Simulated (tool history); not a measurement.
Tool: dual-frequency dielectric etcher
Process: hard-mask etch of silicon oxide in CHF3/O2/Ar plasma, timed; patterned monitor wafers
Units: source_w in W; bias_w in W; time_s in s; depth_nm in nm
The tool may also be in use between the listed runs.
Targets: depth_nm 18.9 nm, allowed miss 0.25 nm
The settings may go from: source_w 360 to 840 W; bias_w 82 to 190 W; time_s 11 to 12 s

run  hour  source_w  bias_w  time_s  depth_nm
  1     0       600     136      12    21.531
  2   4.4       600     136      12    21.636
  3  12.6       600     136      12    21.627
  4  18.4       600     136      12     21.61
  5  22.8       650     136      12    22.258
  6  30.1       650     115      12    21.342
  7  37.4       630     114      12     21.04
  8  40.4       610     113      12     20.75
  9  43.1       590     113      12    20.425
 10  45.2       580     113      12    20.358
 11  49.5       570     113      12    20.164
 12  55.3       560     113      12    20.015
 13  58.2       550     113      12    19.902
 14  59.7       540     113      12    19.755
 15  61.6       530     113      12    19.643
 16  68.6       520     113      12    19.444
 17  74.9       500     112      12    19.184

Which of these 4 next moves meets every target?
  A  81.2       520     117      12         ?
  B  81.2       540     106      12         ?
  C  81.2       480     111      12         ?
  D  81.2       620     102    11.5         ?

move  depth_nm
   A    19.751
   B    19.545
   C    18.907
   D    19.564
A: further off than the last run
B: further off than the last run
C: meets every target
D: further off than the last run
Move C is the one to make.

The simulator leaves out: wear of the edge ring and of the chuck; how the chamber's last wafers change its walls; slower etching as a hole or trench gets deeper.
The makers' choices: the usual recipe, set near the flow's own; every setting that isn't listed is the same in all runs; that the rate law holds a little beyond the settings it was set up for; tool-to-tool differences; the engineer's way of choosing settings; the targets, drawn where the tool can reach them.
